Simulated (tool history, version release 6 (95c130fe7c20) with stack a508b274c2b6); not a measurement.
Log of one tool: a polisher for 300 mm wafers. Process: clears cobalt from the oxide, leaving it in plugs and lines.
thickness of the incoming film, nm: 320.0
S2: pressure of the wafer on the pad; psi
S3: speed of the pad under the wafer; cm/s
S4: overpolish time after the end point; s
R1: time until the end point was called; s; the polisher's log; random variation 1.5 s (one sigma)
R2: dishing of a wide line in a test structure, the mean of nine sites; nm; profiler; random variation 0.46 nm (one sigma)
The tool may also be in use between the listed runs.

{"run": 1, "hour": 0.0, "flow of slurry (ml/min)": 235, "S2": 1.3, "S3": 116, "S4": 12, "R1": 69.693, "R2": 35.743}
{"run": 2, "hour": 6.2, "flow of slurry (ml/min)": 180, "S2": 1.3, "S3": 116, "S4": 12, "R1": 71.827, "R2": 35.014}
{"run": 3, "hour": 12.4, "flow of slurry (ml/min)": 140, "S2": 1.3, "S3": 116, "S4": 12, "R1": 76.48, "R2": 32.557}
{"run": 4, "hour": 17.1, "flow of slurry (ml/min)": 140, "S2": 1.3, "S3": 144, "S4": 12, "R1": 67.57, "R2": 35.621}
{"run": 5, "hour": 24.7, "flow of slurry (ml/min)": 140, "S2": 1.3, "S3": 144, "S4": 7, "R1": 67.57, "R2": 25.035}
{"run": 6, "hour": 32.7, "flow of slurry (ml/min)": 140, "S2": 1.3, "S3": 164, "S4": 7, "R1": 59.547, "R2": 26.674}
{"run": 7, "hour": 38.1, "flow of slurry (ml/min)": 140, "S2": 1.2, "S3": 162, "S4": 7, "R1": 66.236, "R2": 25.043}
{"run": 8, "hour": 40.0, "flow of slurry (ml/min)": 140, "S2": 1.1, "S3": 162, "S4": 7, "R1": 69.828, "R2": 24.42}
{"run": 9, "hour": 45.7, "flow of slurry (ml/min)": 140, "S2": 0.7, "S3": 148, "S4": 7, "R1": 116.51, "R2": 16.266}
{"run": 10, "hour": 50.5, "flow of slurry (ml/min)": 145, "S2": 0.7, "S3": 148, "S4": 7, "R1": 114.27, "R2": 16.634}
{"run": 11, "hour": 57.6, "flow of slurry (ml/min)": 150, "S2": 0.7, "S3": 148, "S4": 7, "R1": 114.22, "R2": 16.945}
{"run": 12, "hour": 66.3, "flow of slurry (ml/min)": 155, "S2": 0.7, "S3": 148, "S4": 7, "R1": 110.62, "R2": 15.656}
{"run": 13, "hour": 72.2, "flow of slurry (ml/min)": 140, "S2": 0.8, "S3": 148, "S4": 10, "R1": 103.26, "R2": 23.545}
{"run": 14, "hour": 79.5, "flow of slurry (ml/min)": 145, "S2": 0.8, "S3": 148, "S4": 10, "R1": 98.712, "R2": 23.875}
{"run": 15, "hour": 87.8, "flow of slurry (ml/min)": 155, "S2": 0.7, "S3": 148, "S4": 6, "R1": 111.45, "R2": 14.563}
{"run": 16, "hour": 91.1, "flow of slurry (ml/min)": 150, "S2": 0.7, "S3": 148, "S4": 7, "R1": 115.17, "R2": 15.559}
{"run": 17, "hour": 98.6, "flow of slurry (ml/min)": 160, "S2": 0.8, "S3": 148, "S4": 10, "R1": 99.531, "R2": 23.787}

The next listed run, before its measurement:
{"run": 18, "hour": 101.7, "flow of slurry (ml/min)": 165, "S2": 0.8, "S3": 146, "S4": 9, "R1": "?", "R2": "?"}

Run 18 gave R1 98.740 s, R2 21.749 nm.
